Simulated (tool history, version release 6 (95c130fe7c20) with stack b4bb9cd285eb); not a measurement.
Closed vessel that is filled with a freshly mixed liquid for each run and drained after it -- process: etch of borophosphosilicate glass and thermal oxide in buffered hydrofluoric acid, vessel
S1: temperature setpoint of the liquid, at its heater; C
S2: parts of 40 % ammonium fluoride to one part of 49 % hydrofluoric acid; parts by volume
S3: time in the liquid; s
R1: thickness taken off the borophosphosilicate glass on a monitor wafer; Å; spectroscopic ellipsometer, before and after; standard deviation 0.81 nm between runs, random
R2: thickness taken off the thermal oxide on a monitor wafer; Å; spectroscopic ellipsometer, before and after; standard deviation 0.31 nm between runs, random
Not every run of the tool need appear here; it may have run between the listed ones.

Run 1, hour 0.0: S1 24.0 C, S2 11 parts by volume, S3 60 s. Result: R1 1539.3 Å, R2 599.09 Å.
Run 2, hour 6.8: S1 21.0 C, S2 11 parts by volume, S3 60 s. Result: R1 1310.3 Å, R2 505.47 Å.
Run 3, hour 7.9: S1 22.5 C, S2 11 parts by volume, S3 60 s. Result: R1 1415.1 Å, R2 549.28 Å.
Run 4, hour 10.3: S1 25.5 C, S2 11 parts by volume, S3 60 s. Result: R1 1665.4 Å, R2 643.60 Å.
Run 5, hour 11.7: S1 26.0 C, S2 11 parts by volume, S3 60 s. Result: R1 1723.0 Å, R2 670.66 Å.
Run 6, hour 20.7: S1 26.0 C, S2 11 parts by volume, S3 80 s. Result: R1 2287.9 Å, R2 893.14 Å.

The next listed run, before its measurement:
Run 7, hour 28.1: S1 25.5 C, S2 11 parts by volume, S3 80 s. Result: R1 ?, R2 ?.

{"run 7": {"R1": 2221.7, "R2": 861.79}}

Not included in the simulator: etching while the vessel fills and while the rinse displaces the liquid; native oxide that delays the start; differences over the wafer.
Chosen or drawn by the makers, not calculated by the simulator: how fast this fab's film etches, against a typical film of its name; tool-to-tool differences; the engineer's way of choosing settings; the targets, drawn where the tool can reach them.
